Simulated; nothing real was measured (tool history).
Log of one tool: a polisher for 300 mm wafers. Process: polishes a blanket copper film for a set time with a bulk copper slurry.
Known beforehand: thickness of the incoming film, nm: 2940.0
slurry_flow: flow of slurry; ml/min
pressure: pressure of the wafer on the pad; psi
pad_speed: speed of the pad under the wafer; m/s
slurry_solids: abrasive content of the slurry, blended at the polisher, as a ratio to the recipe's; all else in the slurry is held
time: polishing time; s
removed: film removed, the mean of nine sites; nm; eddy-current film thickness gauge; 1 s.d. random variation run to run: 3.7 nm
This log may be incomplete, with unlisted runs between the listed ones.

run  hour  slurry_flow  pressure  pad_speed  slurry_solids  time  removed
  1   0.0          285       3.2       0.96            1.0    80   691.92
  2   2.1          285       2.7       0.86            1.0    80   535.19
  3  10.1          325       2.7       0.86            1.0    80   554.65
  4  17.5          325       2.7       0.86            1.0    84   562.92
  5  24.0          325       2.3       0.78            1.0    84   449.77
  6  25.0          325       2.0       0.74            1.0    84   368.68

Estimate the outcome of run 7 from the log above:
  7  32.3          320       1.8       0.74            1.0    84        ?

removed: 325.55 nm
